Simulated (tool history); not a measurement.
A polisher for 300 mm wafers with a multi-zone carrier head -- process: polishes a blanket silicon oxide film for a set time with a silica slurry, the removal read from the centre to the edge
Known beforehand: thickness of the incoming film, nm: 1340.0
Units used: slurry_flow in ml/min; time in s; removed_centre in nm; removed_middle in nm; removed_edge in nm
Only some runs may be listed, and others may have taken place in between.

| run | day | slurry_flow | centre_zone | middle_zone | edge_zone | slurry_solids | time | removed_centre | removed_middle | removed_edge |
|---|---|---|---|---|---|---|---|---|---|---|
| 1 | 0 | 240 | 1 | 1 | 1 | 1 | 54 | 233.79 | 232.44 | 227.47 |
| 2 | 0.292 | 240 | 0.94 | 1 | 1 | 1 | 54 | 218.58 | 232.8 | 233.98 |
| 3 | 0.642 | 240 | 0.94 | 1 | 1 | 0.95 | 54 | 215.96 | 227.5 | 223.01 |
| 4 | 0.854 | 235 | 0.95 | 0.98 | 1 | 0.95 | 54 | 214.61 | 221.19 | 223.41 |
| 5 | 1.179 | 235 | 0.87 | 0.98 | 1 | 0.95 | 54 | 194.98 | 220.07 | 225.78 |
| 6 | 1.479 | 210 | 0.87 | 0.98 | 1 | 0.95 | 54 | 194.04 | 226.37 | 218.5 |
| 7 | 1.638 | 215 | 0.89 | 0.96 | 0.99 | 0.95 | 54 | 200.74 | 220.07 | 219.67 |
| 8 | 1.9 | 220 | 0.9 | 0.95 | 0.99 | 0.95 | 54 | 198.32 | 217.33 | 219.98 |
| 9 | 1.983 | 225 | 0.92 | 0.94 | 0.99 | 0.9 | 54 | 198.75 | 207.86 | 213.81 |
| 10 | 2.117 | 230 | 0.94 | 0.93 | 0.99 | 0.9 | 54 | 206.34 | 202.06 | 212.3 |

Run 11, settings as shown, results not yet in. Your forecast:
| 11 | 2.388 | 230 | 0.95 | 0.92 | 0.99 | 0.9 | 54 | ? | ? | ? |

Run 11 produced removed_centre 206.4 nm, removed_middle 201.33 nm, removed_edge 214.23 nm.
